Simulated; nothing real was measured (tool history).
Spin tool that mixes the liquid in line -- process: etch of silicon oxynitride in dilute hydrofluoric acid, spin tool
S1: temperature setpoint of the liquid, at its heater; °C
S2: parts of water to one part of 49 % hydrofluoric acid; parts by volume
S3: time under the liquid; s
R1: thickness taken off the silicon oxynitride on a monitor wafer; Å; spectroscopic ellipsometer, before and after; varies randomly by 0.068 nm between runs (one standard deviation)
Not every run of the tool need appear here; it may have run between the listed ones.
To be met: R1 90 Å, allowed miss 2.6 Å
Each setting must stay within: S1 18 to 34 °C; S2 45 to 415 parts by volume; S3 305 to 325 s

Run 1, hour 0: S1 26 °C, S2 230 parts by volume, S3 305 s. Result: R1 62.467 Å.
Run 2, hour 2.6: S1 26 °C, S2 230 parts by volume, S3 305 s. Result: R1 63.579 Å.
Run 3, hour 9.9: S1 26 °C, S2 230 parts by volume, S3 325 s. Result: R1 68.422 Å.
Run 4, hour 18.1: S1 27.5 °C, S2 230 parts by volume, S3 325 s. Result: R1 72.155 Å.
Run 5, hour 24.9: S1 29 °C, S2 225 parts by volume, S3 325 s. Result: R1 77.5 Å.
Run 6, hour 31.1: S1 30 °C, S2 225 parts by volume, S3 325 s. Result: R1 80.925 Å.
Run 7, hour 38: S1 30.5 °C, S2 225 parts by volume, S3 325 s. Result: R1 83.189 Å.
Run 8, hour 42.4: S1 31 °C, S2 225 parts by volume, S3 325 s. Result: R1 85.904 Å.
Run 9, hour 51.4: S1 31.5 °C, S2 225 parts by volume, S3 325 s. Result: R1 86.093 Å.

Which one of the following 4 next-run settings gets every result inside its allowed miss? There is exactly one.
Run A, hour 60.4: S1 30 °C, S2 225 parts by volume, S3 320 s. Result: R1 ?.
Run B, hour 60.4: S1 29.5 °C, S2 205 parts by volume, S3 305 s. Result: R1 ?.
Run C, hour 60.4: S1 32 °C, S2 230 parts by volume, S3 305 s. Result: R1 ?.
Run D, hour 60.4: S1 28 °C, S2 195 parts by volume, S3 325 s. Result: R1 ?.

move      R1
   A  81.736
   B  85.229
   C  82.313
   D  90.366
A: its largest miss is bigger than the last run's
B: its largest miss is bigger than the last run's
C: its largest miss is bigger than the last run's
D: hits every target within its allowed miss
D is the move that brings every result within its allowed miss.

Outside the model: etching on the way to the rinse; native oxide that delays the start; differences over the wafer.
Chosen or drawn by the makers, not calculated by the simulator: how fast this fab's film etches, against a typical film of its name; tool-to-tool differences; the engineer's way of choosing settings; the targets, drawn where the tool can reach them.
